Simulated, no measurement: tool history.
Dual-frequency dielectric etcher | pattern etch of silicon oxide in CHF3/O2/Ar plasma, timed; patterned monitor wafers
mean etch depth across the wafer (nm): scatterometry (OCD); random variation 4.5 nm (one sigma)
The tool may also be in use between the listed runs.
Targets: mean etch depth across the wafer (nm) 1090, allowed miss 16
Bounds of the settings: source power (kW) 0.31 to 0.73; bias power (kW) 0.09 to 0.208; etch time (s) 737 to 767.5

run,hour,source power (kW),bias power (kW),etch time (s),mean etch depth across the wafer (nm)
1,0,0.52,0.149,737,1228.1
2,2.5,0.52,0.137,737,1176
3,11.3,0.49,0.136,737,1163.3
4,17.4,0.49,0.157,737,1238.4
5,25.8,0.49,0.166,737,1274.3
6,31.4,0.43,0.166,737,1236
7,40.3,0.33,0.136,737,1043.8
8,47.2,0.35,0.137,737,1058.6
9,52.3,0.36,0.137,737,1075.3

4 next moves are on the table. One of them brings every result within its allowed miss. Which?
A,57.4,0.33,0.136,740.5,?
B,57.4,0.4,0.125,743.5,?
C,57.4,0.31,0.137,737,?
D,57.4,0.34,0.137,757,?

move,mean etch depth across the wafer (nm)
A,1044.5
B,1058.1
C,1027.4
D,1079.4
A: further off than the last run
B: further off than the last run
C: further off than the last run
D: meets every target
Move D is the one to make.
